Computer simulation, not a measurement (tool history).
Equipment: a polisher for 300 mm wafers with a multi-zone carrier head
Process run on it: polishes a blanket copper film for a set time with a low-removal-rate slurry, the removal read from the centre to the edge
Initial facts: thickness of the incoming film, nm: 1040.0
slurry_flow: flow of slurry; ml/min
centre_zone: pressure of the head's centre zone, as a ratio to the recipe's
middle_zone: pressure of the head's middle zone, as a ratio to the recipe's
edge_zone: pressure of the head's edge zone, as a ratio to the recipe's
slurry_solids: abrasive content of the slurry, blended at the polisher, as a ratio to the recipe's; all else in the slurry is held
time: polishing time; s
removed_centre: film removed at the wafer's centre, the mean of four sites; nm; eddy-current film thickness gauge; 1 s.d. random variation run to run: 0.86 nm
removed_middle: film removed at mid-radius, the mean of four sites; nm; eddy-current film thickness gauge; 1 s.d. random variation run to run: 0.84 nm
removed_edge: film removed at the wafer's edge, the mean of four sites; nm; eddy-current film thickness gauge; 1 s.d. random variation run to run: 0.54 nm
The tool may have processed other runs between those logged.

run	hour	slurry_flow	centre_zone	middle_zone	edge_zone	slurry_solids	time	removed_centre	removed_middle	removed_edge
1	0.0	155	1.00	1.00	1.00	1.00	30	107.080	109.550	110.240
2	1.1	125	1.00	1.00	1.00	1.00	30	102.740	102.890	105.990
3	9.3	125	1.00	1.00	0.94	1.00	30	102.120	101.690	101.800
4	11.1	125	1.00	1.00	0.90	1.00	30	104.430	103.510	101.240
5	19.5	125	1.00	1.00	0.90	1.00	33	113.540	111.370	110.430
6	24.3	115	0.98	0.95	0.92	0.90	31	96.943	94.940	101.870
7	26.4	110	0.98	0.92	0.90	0.80	30	92.251	88.474	94.651
8	28.3	105	0.97	0.89	0.91	0.75	29	86.526	81.992	89.329
9	31.0	100	0.96	0.87	0.94	0.70	28	77.338	74.891	86.426

Predict the results of run 10:
10	31.8	100	0.96	0.85	0.94	0.65	28	?	?	?

Run 10 came out at removed_centre 78.697 nm, removed_middle 70.542 nm, removed_edge 84.605 nm.
